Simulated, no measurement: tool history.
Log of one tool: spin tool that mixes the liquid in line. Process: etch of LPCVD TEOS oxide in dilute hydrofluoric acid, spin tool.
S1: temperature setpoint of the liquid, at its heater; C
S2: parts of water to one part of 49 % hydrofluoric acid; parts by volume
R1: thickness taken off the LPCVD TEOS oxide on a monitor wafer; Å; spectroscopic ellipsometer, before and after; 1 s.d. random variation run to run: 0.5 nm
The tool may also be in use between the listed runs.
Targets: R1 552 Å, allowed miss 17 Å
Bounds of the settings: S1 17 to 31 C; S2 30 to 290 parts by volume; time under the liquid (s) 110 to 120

{"run": 1, "hour": 0.0, "S1": 23, "S2": 160, "time under the liquid (s)": 110, "R1": 354.77}
{"run": 2, "hour": 3.6, "S1": 23, "S2": 210, "time under the liquid (s)": 110, "R1": 256.21}
{"run": 3, "hour": 9.7, "S1": 23, "S2": 185, "time under the liquid (s)": 110, "R1": 298.23}
{"run": 4, "hour": 10.6, "S1": 25.5, "S2": 170, "time under the liquid (s)": 110, "R1": 361.2}
{"run": 5, "hour": 18.6, "S1": 27, "S2": 155, "time under the liquid (s)": 110, "R1": 426.3}
{"run": 6, "hour": 24.3, "S1": 29.5, "S2": 155, "time under the liquid (s)": 110, "R1": 466.21}
{"run": 7, "hour": 25.7, "S1": 30, "S2": 150, "time under the liquid (s)": 110, "R1": 495.29}
{"run": 8, "hour": 29.8, "S1": 30.5, "S2": 145, "time under the liquid (s)": 110, "R1": 523}

Of the 5 settings listed for the next run, only one would bring every result within its allowed miss of target. Which one?
{"run": "A", "hour": 33.9, "S1": 28, "S2": 140, "time under the liquid (s)": 110, "R1": "?"}
{"run": "B", "hour": 33.9, "S1": 30, "S2": 155, "time under the liquid (s)": 120, "R1": "?"}
{"run": "C", "hour": 33.9, "S1": 31, "S2": 165, "time under the liquid (s)": 120, "R1": "?"}
{"run": "D", "hour": 33.9, "S1": 31, "S2": 145, "time under the liquid (s)": 115, "R1": "?"}
{"run": "E", "hour": 33.9, "S1": 31, "S2": 170, "time under the liquid (s)": 120, "R1": "?"}

move=A R1=503.56
move=B R1=522.27
move=C R1=501.1
move=D R1=561.83
move=E R1=483.06
A: further off than the last run
B: roughly where the last run was
C: further off than the last run
D: hits every target within its allowed miss
E: further off than the last run
So the answer is move D, the one that meets all the targets.
